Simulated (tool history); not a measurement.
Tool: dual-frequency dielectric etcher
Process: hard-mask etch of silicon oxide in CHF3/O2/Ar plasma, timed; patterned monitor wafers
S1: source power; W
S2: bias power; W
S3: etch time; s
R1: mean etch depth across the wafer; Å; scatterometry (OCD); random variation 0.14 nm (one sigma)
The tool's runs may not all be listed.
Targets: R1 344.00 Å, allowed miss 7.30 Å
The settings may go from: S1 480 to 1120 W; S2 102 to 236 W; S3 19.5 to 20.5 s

Run 1, hour 0.0: S1 800 W, S2 169 W, S3 19.5 s. Result: R1 424.51 Å.
Run 2, hour 6.2: S1 860 W, S2 169 W, S3 19.5 s. Result: R1 436.74 Å.
Run 3, hour 9.7: S1 790 W, S2 162 W, S3 19.5 s. Result: R1 418.46 Å.
Run 4, hour 17.8: S1 700 W, S2 162 W, S3 19.5 s. Result: R1 402.21 Å.
Run 5, hour 23.7: S1 650 W, S2 162 W, S3 19.5 s. Result: R1 395.50 Å.
Run 6, hour 32.5: S1 650 W, S2 162 W, S3 20.5 s. Result: R1 415.05 Å.
Run 7, hour 41.3: S1 650 W, S2 162 W, S3 20.5 s. Result: R1 415.91 Å.
Run 8, hour 49.4: S1 620 W, S2 152 W, S3 20.5 s. Result: R1 399.45 Å.
Run 9, hour 50.0: S1 600 W, S2 146 W, S3 20.5 s. Result: R1 394.63 Å.
Run 10, hour 57.7: S1 580 W, S2 139 W, S3 20.5 s. Result: R1 381.49 Å.
Run 11, hour 59.2: S1 570 W, S2 135 W, S3 20.5 s. Result: R1 376.82 Å.
Run 12, hour 60.0: S1 560 W, S2 131 W, S3 20.5 s. Result: R1 369.83 Å.
Run 13, hour 64.1: S1 550 W, S2 128 W, S3 20.5 s. Result: R1 367.89 Å.
Run 14, hour 69.4: S1 540 W, S2 125 W, S3 20.5 s. Result: R1 360.87 Å.
Run 15, hour 74.6: S1 530 W, S2 123 W, S3 20.5 s. Result: R1 357.07 Å.

5 next moves are on the table. One of them brings every result within its allowed miss. Which?
Run A, hour 79.8: S1 550 W, S2 127 W, S3 19.5 s. Result: R1 ?.
Run B, hour 79.8: S1 490 W, S2 158 W, S3 20.5 s. Result: R1 ?.
Run C, hour 79.8: S1 520 W, S2 128 W, S3 20.5 s. Result: R1 ?.
Run D, hour 79.8: S1 510 W, S2 130 W, S3 20.5 s. Result: R1 ?.
Run E, hour 79.8: S1 480 W, S2 153 W, S3 20.0 s. Result: R1 ?.

move      R1
   A  345.54
   B  376.68
   C  358.04
   D  357.72
   E  361.42
A: meets every target
B: further off than the last run
C: further off than the last run
D: as far off as the last run
E: further off than the last run
Answer: A
